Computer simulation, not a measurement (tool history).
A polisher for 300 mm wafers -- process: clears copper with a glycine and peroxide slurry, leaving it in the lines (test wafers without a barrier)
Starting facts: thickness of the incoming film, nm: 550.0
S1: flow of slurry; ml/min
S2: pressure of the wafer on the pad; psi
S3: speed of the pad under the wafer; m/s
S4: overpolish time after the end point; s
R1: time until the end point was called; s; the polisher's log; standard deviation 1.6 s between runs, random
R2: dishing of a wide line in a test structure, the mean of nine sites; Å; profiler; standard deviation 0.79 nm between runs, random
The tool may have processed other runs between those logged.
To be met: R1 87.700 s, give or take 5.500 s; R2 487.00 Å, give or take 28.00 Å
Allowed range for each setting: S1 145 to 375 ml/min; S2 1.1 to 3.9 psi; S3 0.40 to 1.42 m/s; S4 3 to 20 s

run	hour	S1	S2	S3	S4	R1	R2
1	0.0	240	2.5	0.90	10	134.780	261.36
2	7.1	240	2.5	1.02	10	123.450	269.78
3	10.8	240	2.8	1.02	11	117.630	308.34
4	16.0	300	2.8	1.02	11	111.220	318.19
5	18.1	300	3.0	1.04	12	109.800	363.96
6	20.9	300	2.4	1.04	12	123.830	308.58
7	22.6	300	2.7	1.06	12	114.040	343.75
8	28.6	300	2.9	1.08	12	108.610	361.40
9	35.8	300	3.1	1.10	12	99.057	385.12
# hour 37.1: worn pad replaced by a new one
10	37.1	300	3.2	1.10	12	92.522	411.60
11	41.3	300	3.3	1.10	12	90.685	411.23
12	47.8	300	3.4	1.10	13	89.880	446.78

Consider the 5 candidate settings below. Which is the only one whose results all fall within their allowed miss of target?
A	54.3	305	3.5	1.24	11	?	?
B	54.3	280	3.4	1.08	13	?	?
C	54.3	215	3.6	0.88	14	?	?
D	54.3	285	3.2	1.08	11	?	?
E	54.3	295	3.3	1.16	15	?	?

move	R1	R2
A	79.367	424.35
B	89.119	441.66
C	98.150	437.03
D	93.478	376.63
E	87.082	494.28
A: further off than the last run
B: further off than the last run
C: further off than the last run
D: further off than the last run
E: each result inside its tolerance
The right move is E.

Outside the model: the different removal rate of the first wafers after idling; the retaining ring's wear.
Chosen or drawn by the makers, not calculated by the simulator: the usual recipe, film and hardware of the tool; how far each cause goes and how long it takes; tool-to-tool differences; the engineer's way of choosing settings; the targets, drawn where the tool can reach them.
